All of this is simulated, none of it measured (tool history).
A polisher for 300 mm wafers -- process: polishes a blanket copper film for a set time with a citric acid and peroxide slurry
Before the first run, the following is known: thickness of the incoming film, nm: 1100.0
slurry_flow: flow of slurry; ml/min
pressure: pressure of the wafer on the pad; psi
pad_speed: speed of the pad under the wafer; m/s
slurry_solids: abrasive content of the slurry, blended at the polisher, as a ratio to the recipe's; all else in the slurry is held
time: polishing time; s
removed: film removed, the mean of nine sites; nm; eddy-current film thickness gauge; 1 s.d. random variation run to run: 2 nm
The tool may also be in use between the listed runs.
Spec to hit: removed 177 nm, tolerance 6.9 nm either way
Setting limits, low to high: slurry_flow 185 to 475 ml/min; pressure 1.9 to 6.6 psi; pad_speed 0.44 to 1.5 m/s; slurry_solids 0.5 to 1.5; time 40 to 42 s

run,hour,slurry_flow,pressure,pad_speed,slurry_solids,time,removed
1,0,305,4.2,0.96,1,40,109.01
2,1.9,340,4.2,0.96,1,40,113.02
3,2.8,355,4.7,0.96,1,40,122.97
4,6.4,355,3.8,0.96,1,40,99.856
5,10.7,355,3.8,0.8,1,40,84.653
# hour 16.9: slurry blender recalibrated
6,16.9,355,4.7,0.84,1,40,118.97
7,19.8,355,5.1,0.84,1,40,127.75
8,26.6,355,5.5,0.84,1,40,135.9
9,34.2,355,5.8,0.84,1,40,147.32
10,35,355,6,0.84,1,40,149.52
11,36.9,360,6.2,0.86,1,40,156.92
12,42.7,360,6.3,0.88,1,40,164.88
13,44.2,360,6.4,0.88,1,40,167.12
14,46,360,6.5,0.88,1,40,166.87

Exercise: of the 4 proposed moves below, exactly one satisfies all targets within the stated allowed misses. Which move is it?
A,47.8,365,6.4,0.96,1.05,42,?
B,47.8,305,6.1,0.88,1.2,40,?
C,47.8,390,6.6,0.86,0.95,42,?
D,47.8,355,6.4,0.88,0.95,40,?

move,removed
A,195.71
B,165.96
C,177.96
D,167
A: pushes the last run's worst result past its target
B: further off than the last run
C: hits every target within its allowed miss
D: no nearer and no further than the last run
So the answer is move C, the one that meets all the targets.
